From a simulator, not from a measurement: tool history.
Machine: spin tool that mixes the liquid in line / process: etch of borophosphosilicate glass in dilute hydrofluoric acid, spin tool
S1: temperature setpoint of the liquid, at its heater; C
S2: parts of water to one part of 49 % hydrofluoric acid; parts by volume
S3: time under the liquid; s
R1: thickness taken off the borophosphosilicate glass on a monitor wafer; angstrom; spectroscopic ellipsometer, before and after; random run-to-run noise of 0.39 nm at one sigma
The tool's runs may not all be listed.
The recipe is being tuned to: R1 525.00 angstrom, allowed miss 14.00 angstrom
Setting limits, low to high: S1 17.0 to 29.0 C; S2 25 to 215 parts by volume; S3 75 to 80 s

run  hour    S1   S2  S3      R1
  1   0.0  21.0  120  75  141.95
  2   1.1  23.0   90  75  212.51
  3   2.0  24.5   70  75  295.59
  4   7.5  24.5   70  75  296.06
  5   8.9  27.0   70  75  328.60
  6  14.2  28.5   70  75  346.17
  7  16.9  28.5   60  75  407.99
  8  22.4  28.5   55  75  453.67
  9  29.8  29.0   50  75  513.83
 10  38.2  28.5   50  75  491.19
 11  40.8  29.0   50  75  506.26
 12  45.8  29.0   45  75  563.00
 13  48.1  29.0   45  75  569.46
 14  56.7  28.5   45  75  558.56
 15  64.8  28.0   45  75  552.47

Consider the 4 candidate settings below. Which is the only one whose results all fall within their allowed miss of target?
  A  72.9  29.0  55  80   ?
  B  72.9  26.5  40  75   ?
  C  72.9  28.0  50  80   ?
  D  72.9  28.5  45  75   ?

move      R1
   A  489.95
   B  584.06
   C  521.85
   D  558.65
A: moves the result that the last run missed by most past its target, out the other side
B: further off than the last run
C: hits every target within its allowed miss
D: further off than the last run
Correct choice: C, which meets every target

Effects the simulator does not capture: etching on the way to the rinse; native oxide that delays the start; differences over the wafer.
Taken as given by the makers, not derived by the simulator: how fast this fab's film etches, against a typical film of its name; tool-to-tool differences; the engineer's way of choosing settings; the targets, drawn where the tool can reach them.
